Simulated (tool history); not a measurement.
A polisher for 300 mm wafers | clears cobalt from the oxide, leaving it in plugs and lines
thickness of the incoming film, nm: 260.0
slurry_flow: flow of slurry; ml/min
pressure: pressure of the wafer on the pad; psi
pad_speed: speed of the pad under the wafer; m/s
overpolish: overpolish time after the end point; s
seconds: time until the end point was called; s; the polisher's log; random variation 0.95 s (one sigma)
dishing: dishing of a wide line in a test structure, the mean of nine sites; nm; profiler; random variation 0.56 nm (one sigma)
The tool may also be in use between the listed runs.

run 1 hour=0 | slurry_flow=195 pressure=1.5 pad_speed=0.8 overpolish=13 | seconds=77.074 dishing=32.721
run 2 hour=6.7 | slurry_flow=190 pressure=1.4 pad_speed=0.8 overpolish=14 | seconds=81.339 dishing=33.205
run 3 hour=7.7 | slurry_flow=190 pressure=1.4 pad_speed=0.8 overpolish=18 | seconds=80.398 dishing=40.072
run 4 hour=8.4 | slurry_flow=185 pressure=1.3 pad_speed=0.8 overpolish=18 | seconds=86.042 dishing=37.972
run 5 hour=10.1 | slurry_flow=185 pressure=1 pad_speed=0.8 overpolish=18 | seconds=101.28 dishing=33.388
run 6 hour=13.4 | slurry_flow=180 pressure=1 pad_speed=0.8 overpolish=18 | seconds=103.82 dishing=33.348
run 7 hour=21.6 | slurry_flow=170 pressure=1 pad_speed=0.8 overpolish=18 | seconds=103.66 dishing=33.21

Forecast run 8:
run 8 hour=25.3 | slurry_flow=165 pressure=1 pad_speed=0.8 overpolish=18 | seconds=? dishing=?

Run 8 gave seconds 105.06 s, dishing 33.001 nm.
